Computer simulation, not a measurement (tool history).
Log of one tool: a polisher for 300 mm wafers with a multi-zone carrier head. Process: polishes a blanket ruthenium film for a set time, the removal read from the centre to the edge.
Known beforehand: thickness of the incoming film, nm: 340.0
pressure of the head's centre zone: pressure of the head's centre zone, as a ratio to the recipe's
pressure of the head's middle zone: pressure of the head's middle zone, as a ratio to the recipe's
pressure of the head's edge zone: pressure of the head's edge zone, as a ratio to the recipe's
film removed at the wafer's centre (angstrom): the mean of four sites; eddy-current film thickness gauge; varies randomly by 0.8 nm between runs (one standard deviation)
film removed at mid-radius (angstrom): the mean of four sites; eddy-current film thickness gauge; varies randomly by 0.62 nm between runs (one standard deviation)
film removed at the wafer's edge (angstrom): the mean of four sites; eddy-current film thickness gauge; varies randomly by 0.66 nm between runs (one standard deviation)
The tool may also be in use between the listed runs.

run  hour  flow of slurry (ml/min)  pressure of the head's centre zone  pressure of the head's middle zone  pressure of the head's edge zone  polishing time (s)  film removed at the wafer's centre (angstrom)  film removed at mid-radius (angstrom)  film removed at the wafer's edge (angstrom)
  1   0.0                      150                                1.00                                1.00                              1.00                  52                                         730.25                                 719.91                                       721.57
  2   8.7                      180                                1.00                                1.00                              1.00                  52                                         768.58                                 736.95                                       724.86
  3  15.1                      170                                0.97                                0.97                              0.98                  51                                         729.06                                 705.95                                       705.13
  4  17.2                      170                                0.97                                0.89                              0.98                  51                                         716.80                                 647.91                                       706.71
  5  20.8                      160                                0.94                                0.89                              0.96                  50                                         685.13                                 634.21                                       679.75
  6  21.8                      155                                0.91                                0.89                              0.96                  49                                         640.69                                 621.07                                       666.88
  7  27.0                      150                                0.90                                0.89                              0.95                  49                                         638.63                                 610.42                                       652.33
  8  35.0                      145                                0.88                                0.89                              0.95                  49                                         608.95                                 598.07                                       654.35

What does the tool deliver on the next run?
  9  35.7                      140                                0.87                                0.90                              0.94                  49                                              ?                                      ?                                            ?

Run 9 gave film removed at the wafer's centre (angstrom) 601.06, film removed at mid-radius (angstrom) 614.13, film removed at the wafer's edge (angstrom) 645.27.

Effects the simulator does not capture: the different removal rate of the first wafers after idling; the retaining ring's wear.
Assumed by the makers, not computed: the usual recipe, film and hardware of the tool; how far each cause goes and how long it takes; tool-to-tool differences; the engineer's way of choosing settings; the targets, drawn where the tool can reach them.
